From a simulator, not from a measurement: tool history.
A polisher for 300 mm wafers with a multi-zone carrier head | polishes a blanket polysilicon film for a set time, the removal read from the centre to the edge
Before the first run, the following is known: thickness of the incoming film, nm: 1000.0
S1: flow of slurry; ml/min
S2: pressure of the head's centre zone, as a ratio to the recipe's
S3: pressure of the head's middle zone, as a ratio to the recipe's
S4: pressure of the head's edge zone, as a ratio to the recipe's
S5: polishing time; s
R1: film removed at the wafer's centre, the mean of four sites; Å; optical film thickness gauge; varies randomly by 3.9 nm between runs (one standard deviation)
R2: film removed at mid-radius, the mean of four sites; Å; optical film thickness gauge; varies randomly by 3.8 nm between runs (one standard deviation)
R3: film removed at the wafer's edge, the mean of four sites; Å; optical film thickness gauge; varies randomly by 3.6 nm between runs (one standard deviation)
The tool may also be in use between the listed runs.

Run 1, hour 0.0: S1 125 ml/min, S2 1.00, S3 1.00, S4 1.00, S5 37 s. Result: R1 2908.2 Å, R2 2834.5 Å, R3 2855.0 Å.
Run 2, hour 8.5: S1 125 ml/min, S2 1.08, S3 1.00, S4 1.00, S5 37 s. Result: R1 3108.4 Å, R2 2811.2 Å, R3 2845.9 Å.
Run 3, hour 11.2: S1 155 ml/min, S2 1.08, S3 1.00, S4 1.00, S5 37 s. Result: R1 3287.7 Å, R2 2940.8 Å, R3 2933.5 Å.
Run 4, hour 13.7: S1 155 ml/min, S2 1.08, S3 1.04, S4 1.00, S5 37 s. Result: R1 3263.9 Å, R2 3024.4 Å, R3 2944.0 Å.
Run 5, hour 20.6: S1 160 ml/min, S2 1.07, S3 1.07, S4 1.02, S5 38 s. Result: R1 3318.8 Å, R2 3294.2 Å, R3 3085.5 Å.
Run 6, hour 23.4: S1 165 ml/min, S2 1.06, S3 1.08, S4 1.04, S5 38 s. Result: R1 3292.5 Å, R2 3275.3 Å, R3 3062.2 Å.
Run 7, hour 32.3: S1 165 ml/min, S2 1.04, S3 1.08, S4 1.06, S5 39 s. Result: R1 3328.4 Å, R2 3316.1 Å, R3 3192.8 Å.
Run 8, hour 35.1: S1 170 ml/min, S2 1.03, S3 1.09, S4 1.07, S5 39 s. Result: R1 3356.8 Å, R2 3442.3 Å, R3 3281.2 Å.
Run 9, hour 38.1: S1 175 ml/min, S2 1.02, S3 1.10, S4 1.08, S5 39 s. Result: R1 3348.9 Å, R2 3451.9 Å, R3 3256.5 Å.

Estimate the outcome of run 10 from the log above:
Run 10, hour 43.5: S1 175 ml/min, S2 1.01, S3 1.11, S4 1.09, S5 39 s. Result: R1 ?, R2 ?, R3 ?.

{"run 10": {"R1": 3331.8, "R2": 3444.8, "R3": 3214.6}}
